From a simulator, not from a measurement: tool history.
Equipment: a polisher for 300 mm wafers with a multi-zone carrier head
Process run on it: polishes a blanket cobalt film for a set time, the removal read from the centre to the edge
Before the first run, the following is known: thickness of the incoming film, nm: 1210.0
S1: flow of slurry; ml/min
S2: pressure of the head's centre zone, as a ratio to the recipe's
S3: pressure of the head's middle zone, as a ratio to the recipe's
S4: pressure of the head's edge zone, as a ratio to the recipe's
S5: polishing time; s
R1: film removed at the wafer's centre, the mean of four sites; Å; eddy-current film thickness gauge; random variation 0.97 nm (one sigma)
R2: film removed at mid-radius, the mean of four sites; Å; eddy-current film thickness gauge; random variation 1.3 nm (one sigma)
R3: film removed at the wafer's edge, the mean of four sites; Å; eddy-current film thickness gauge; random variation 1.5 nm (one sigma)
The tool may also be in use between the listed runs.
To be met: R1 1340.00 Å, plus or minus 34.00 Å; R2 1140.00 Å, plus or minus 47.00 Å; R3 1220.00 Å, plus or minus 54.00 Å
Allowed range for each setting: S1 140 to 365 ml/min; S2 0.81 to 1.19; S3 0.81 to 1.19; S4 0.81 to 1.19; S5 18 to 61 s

{"run": 1, "hour": 0.0, "S1": 235, "S2": 1.0, "S3": 1.0, "S4": 1.0, "S5": 39, "R1": 896.78, "R2": 906.94, "R3": 893.85}
{"run": 2, "hour": 1.0, "S1": 235, "S2": 1.07, "S3": 1.0, "S4": 1.0, "S5": 39, "R1": 967.3, "R2": 892.24, "R3": 896.18}
{"run": 3, "hour": 3.9, "S1": 240, "S2": 1.08, "S3": 1.01, "S4": 1.02, "S5": 40, "R1": 1005.4, "R2": 967.22, "R3": 896.4}
{"run": 4, "hour": 11.1, "S1": 280, "S2": 1.08, "S3": 1.01, "S4": 1.02, "S5": 40, "R1": 1023.9, "R2": 958.2, "R3": 923.73}
{"run": 5, "hour": 13.9, "S1": 285, "S2": 1.08, "S3": 0.99, "S4": 1.03, "S5": 41, "R1": 1068.7, "R2": 961.95, "R3": 931.21}
{"run": 6, "hour": 19.3, "S1": 285, "S2": 1.0, "S3": 0.99, "S4": 1.03, "S5": 41, "R1": 980.32, "R2": 978.88, "R3": 962.19}
{"run": 7, "hour": 21.7, "S1": 280, "S2": 1.01, "S3": 0.97, "S4": 1.04, "S5": 43, "R1": 1036.4, "R2": 1007.1, "R3": 997.86}
{"run": 8, "hour": 24.4, "S1": 275, "S2": 1.01, "S3": 0.95, "S4": 1.04, "S5": 44, "R1": 1042.8, "R2": 992.09, "R3": 1018.1}
{"run": 9, "hour": 31.8, "S1": 270, "S2": 1.02, "S3": 0.94, "S4": 1.04, "S5": 45, "R1": 1099.7, "R2": 1007.9, "R3": 1015.5}

5 candidate next runs follow, results not yet known. Just one meets every target within its allowed miss. Identify it.
{"run": "A", "hour": 39.2, "S1": 295, "S2": 1.08, "S3": 0.98, "S4": 1.03, "S5": 52, "R1": "?", "R2": "?", "R3": "?"}
{"run": "B", "hour": 39.2, "S1": 250, "S2": 1.11, "S3": 1.08, "S4": 1.15, "S5": 51, "R1": "?", "R2": "?", "R3": "?"}
{"run": "C", "hour": 39.2, "S1": 270, "S2": 1.11, "S3": 0.9, "S4": 1.09, "S5": 51, "R1": "?", "R2": "?", "R3": "?"}
{"run": "D", "hour": 39.2, "S1": 315, "S2": 1.06, "S3": 0.95, "S4": 1.16, "S5": 49, "R1": "?", "R2": "?", "R3": "?"}
{"run": "E", "hour": 39.2, "S1": 330, "S2": 0.9, "S3": 0.9, "S4": 1.05, "S5": 57, "R1": "?", "R2": "?", "R3": "?"}

move=A R1=1322.30 R2=1247.80 R3=1207.40
move=B R1=1308.60 R2=1286.40 R3=1228.60
move=C R1=1319.50 R2=1145.10 R3=1208.00
move=D R1=1230.90 R2=1158.30 R3=1208.20
move=E R1=1219.40 R2=1306.10 R3=1346.70
A: brings the result that was furthest off to its target, and leaves another outside
B: brings the result that was furthest off to its target, and leaves another outside
C: in spec on every target
D: moves toward the targets from the last run without getting all of them in spec
E: moves toward the targets from the last run without getting all of them in spec
C meets every target.

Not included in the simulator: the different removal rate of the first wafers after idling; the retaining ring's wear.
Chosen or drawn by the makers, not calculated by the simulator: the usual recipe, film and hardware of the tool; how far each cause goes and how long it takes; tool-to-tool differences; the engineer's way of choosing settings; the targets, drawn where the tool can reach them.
